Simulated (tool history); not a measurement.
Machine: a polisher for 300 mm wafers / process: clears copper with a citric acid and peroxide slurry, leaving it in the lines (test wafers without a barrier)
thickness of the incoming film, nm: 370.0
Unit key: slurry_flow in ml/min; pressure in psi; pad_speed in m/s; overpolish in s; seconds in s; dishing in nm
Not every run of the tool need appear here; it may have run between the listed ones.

Run 1, hour 0.0: slurry_flow 120 ml/min, pressure 4.0 psi, pad_speed 0.94 m/s, slurry_solids 1.0, overpolish 27 s. Result: seconds 143.33 s, dishing 51.233 nm.
Run 2, hour 8.0: slurry_flow 120 ml/min, pressure 4.0 psi, pad_speed 1.08 m/s, slurry_solids 1.0, overpolish 27 s. Result: seconds 125.72 s, dishing 56.154 nm.
Run 3, hour 15.5: slurry_flow 120 ml/min, pressure 3.3 psi, pad_speed 1.08 m/s, slurry_solids 1.0, overpolish 27 s. Result: seconds 155.04 s, dishing 46.825 nm.
Run 4, hour 19.2: slurry_flow 120 ml/min, pressure 3.7 psi, pad_speed 1.08 m/s, slurry_solids 1.0, overpolish 29 s. Result: seconds 140.63 s, dishing 52.047 nm.
Run 5, hour 27.0: slurry_flow 120 ml/min, pressure 3.2 psi, pad_speed 1.08 m/s, slurry_solids 1.0, overpolish 29 s. Result: seconds 160.63 s, dishing 48.767 nm.
Run 6, hour 31.1: slurry_flow 145 ml/min, pressure 3.2 psi, pad_speed 1.08 m/s, slurry_solids 1.0, overpolish 29 s. Result: seconds 155.56 s, dishing 48.604 nm.
Run 7, hour 39.7: slurry_flow 145 ml/min, pressure 3.6 psi, pad_speed 1.08 m/s, slurry_solids 1.0, overpolish 31 s. Result: seconds 140.03 s, dishing 59.083 nm.
Run 8, hour 48.7: slurry_flow 145 ml/min, pressure 3.9 psi, pad_speed 1.08 m/s, slurry_solids 1.0, overpolish 32 s. Result: seconds 125.28 s, dishing 63.602 nm.

What does the tool deliver on the next run?
At hour 51.3: head pressure recalibrated.
Run 9, hour 51.3: slurry_flow 145 ml/min, pressure 4.5 psi, pad_speed 1.12 m/s, slurry_solids 1.0, overpolish 38 s. Result: seconds ?, dishing ?.

seconds: 113.93 s
dishing: 80.384 nm

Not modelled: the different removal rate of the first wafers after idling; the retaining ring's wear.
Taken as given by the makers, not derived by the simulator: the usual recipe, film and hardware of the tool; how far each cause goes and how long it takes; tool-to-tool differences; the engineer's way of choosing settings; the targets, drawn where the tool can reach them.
